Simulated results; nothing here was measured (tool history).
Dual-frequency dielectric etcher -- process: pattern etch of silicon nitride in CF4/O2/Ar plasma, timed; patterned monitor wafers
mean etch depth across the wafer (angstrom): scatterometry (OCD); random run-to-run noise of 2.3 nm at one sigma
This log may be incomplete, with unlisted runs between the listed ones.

run  hour  source power (W)  bias power (W)  Ar flow (sccm)  CF4 flow (sccm)  etch time (s)  mean etch depth across the wafer (angstrom)
  1   0.0               750              46              88              129          358.0                                       9136.5
  2   8.3               750              46              88              142          358.0                                       9175.8
  3  15.7               750              46              88              128          358.0                                       9128.7
  4  22.0               730              46              88              128          358.0                                       8880.8
  5  26.6               730              46              96              128          358.0                                       8816.8
  6  28.0               720              46              96              128          358.0                                       8764.4
  7  32.4               710              46              96              128          358.0                                       8655.3
  8  38.9               700              46              96              128          358.0                                       8539.1

Forecast run 9:
  9  39.6               690              46              96              128          358.0                                            ?

Run 9 produced mean etch depth across the wafer (angstrom) 8430.3.

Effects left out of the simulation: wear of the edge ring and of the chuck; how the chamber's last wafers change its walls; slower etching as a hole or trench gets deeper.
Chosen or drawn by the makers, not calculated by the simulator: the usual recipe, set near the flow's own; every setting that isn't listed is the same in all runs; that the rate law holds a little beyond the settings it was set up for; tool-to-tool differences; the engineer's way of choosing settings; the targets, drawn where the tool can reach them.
